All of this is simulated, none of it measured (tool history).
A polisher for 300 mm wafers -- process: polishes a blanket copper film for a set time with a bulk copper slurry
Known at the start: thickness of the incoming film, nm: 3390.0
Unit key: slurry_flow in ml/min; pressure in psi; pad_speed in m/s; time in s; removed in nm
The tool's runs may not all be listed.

Run 1, hour 0: slurry_flow 220 ml/min, pressure 2.5 psi, pad_speed 0.84 m/s, slurry_solids 1, time 24 s. Result: removed 176.67 nm.
Run 2, hour 7.5: slurry_flow 220 ml/min, pressure 2.5 psi, pad_speed 0.98 m/s, slurry_solids 1, time 24 s. Result: removed 199.04 nm.
Run 3, hour 15: slurry_flow 220 ml/min, pressure 2.3 psi, pad_speed 0.98 m/s, slurry_solids 1, time 24 s. Result: removed 180.83 nm.
Run 4, hour 22: slurry_flow 250 ml/min, pressure 2.3 psi, pad_speed 0.98 m/s, slurry_solids 1, time 24 s. Result: removed 183.23 nm.
Run 5, hour 26.2: slurry_flow 250 ml/min, pressure 2.3 psi, pad_speed 0.98 m/s, slurry_solids 1, time 21 s. Result: removed 158.78 nm.
Run 6, hour 34.4: slurry_flow 250 ml/min, pressure 2.2 psi, pad_speed 0.98 m/s, slurry_solids 1, time 21 s. Result: removed 156.51 nm.

Run 7 has not been measured yet. What should we expect?
Run 7, hour 42.9: slurry_flow 250 ml/min, pressure 2.1 psi, pad_speed 0.98 m/s, slurry_solids 1, time 21 s. Result: removed ?.

Run 7 gave removed 149.33 nm.

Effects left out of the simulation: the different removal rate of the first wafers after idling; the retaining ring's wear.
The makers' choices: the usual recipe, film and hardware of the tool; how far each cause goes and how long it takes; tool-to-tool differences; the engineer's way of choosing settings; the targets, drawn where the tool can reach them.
